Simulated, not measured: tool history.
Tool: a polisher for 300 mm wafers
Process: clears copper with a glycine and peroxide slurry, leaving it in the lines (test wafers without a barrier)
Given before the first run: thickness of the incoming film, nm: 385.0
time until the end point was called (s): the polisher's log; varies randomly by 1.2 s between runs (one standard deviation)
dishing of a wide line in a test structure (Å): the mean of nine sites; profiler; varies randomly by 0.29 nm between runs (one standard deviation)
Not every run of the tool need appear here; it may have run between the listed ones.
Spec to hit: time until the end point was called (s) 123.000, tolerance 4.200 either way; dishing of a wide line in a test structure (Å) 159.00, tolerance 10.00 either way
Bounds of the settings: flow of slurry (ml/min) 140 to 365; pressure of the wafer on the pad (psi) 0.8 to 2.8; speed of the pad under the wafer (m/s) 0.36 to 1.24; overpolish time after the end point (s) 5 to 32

run,hour,flow of slurry (ml/min),pressure of the wafer on the pad (psi),speed of the pad under the wafer (m/s),overpolish time after the end point (s),time until the end point was called (s),dishing of a wide line in a test structure (Å)
1,0.0,235,1.8,0.80,16,114.060,356.14
2,1.0,235,1.8,0.80,19,112.420,400.44
3,6.5,235,2.2,0.80,19,99.509,452.43
4,10.4,235,2.2,0.64,19,116.030,397.68
5,16.4,240,2.1,0.64,16,117.910,342.36
6,17.8,240,2.4,0.64,16,108.370,385.02
7,19.8,220,2.1,0.72,14,110.050,317.97
8,23.3,205,2.0,0.72,12,114.800,274.69
9,32.3,140,1.5,0.86,5,134.690,104.31
10,39.5,160,1.5,0.86,5,133.480,110.06
11,46.9,180,1.5,0.86,5,128.770,111.90
12,52.6,190,1.5,0.84,6,128.290,133.82
13,58.4,195,1.5,0.84,6,127.610,130.27
14,61.9,205,1.5,0.84,6,125.320,130.76
15,65.7,210,1.5,0.84,6,128.060,137.47
16,68.9,225,1.6,0.84,8,120.910,178.76

Exactly one of the 4 candidate moves below puts every result within its allowed miss. Which one?
A,72.1,215,1.8,0.62,8,?,?
B,72.1,245,1.2,1.08,7,?,?
C,72.1,255,1.7,0.82,8,?,?
D,72.1,290,1.8,0.60,9,?,?

move,time until the end point was called (s),dishing of a wide line in a test structure (Å)
A,137.150,160.51
B,122.030,155.51
C,115.480,186.67
D,135.320,181.21
A: puts the biggest miss on target and leaves a different result outside tolerance
B: meets every target
C: its largest miss is bigger than the last run's
D: its largest miss is bigger than the last run's
B meets every target.
